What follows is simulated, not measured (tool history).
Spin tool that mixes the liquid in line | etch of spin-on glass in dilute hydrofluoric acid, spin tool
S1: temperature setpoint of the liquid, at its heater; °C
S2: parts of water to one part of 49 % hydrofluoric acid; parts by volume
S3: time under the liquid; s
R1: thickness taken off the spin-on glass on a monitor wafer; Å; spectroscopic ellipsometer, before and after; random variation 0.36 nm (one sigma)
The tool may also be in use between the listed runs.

run 1 hour=0.0 | S1=24.0 S2=180 S3=260 | R1=353.25
run 2 hour=2.8 | S1=24.0 S2=180 S3=260 | R1=352.35
run 3 hour=3.4 | S1=24.0 S2=180 S3=280 | R1=378.16
run 4 hour=9.8 | S1=26.5 S2=170 S3=280 | R1=446.20
run 5 hour=15.9 | S1=28.0 S2=165 S3=280 | R1=485.97
run 6 hour=20.6 | S1=28.0 S2=120 S3=280 | R1=708.17
run 7 hour=28.0 | S1=26.5 S2=120 S3=280 | R1=676.69
run 8 hour=29.3 | S1=22.5 S2=125 S3=280 | R1=555.74
run 9 hour=36.7 | S1=23.0 S2=125 S3=280 | R1=561.83

Forecast run 10:
run 10 hour=43.0 | S1=23.5 S2=125 S3=280 | R1=?

Run 10 gave R1 575.20 Å.
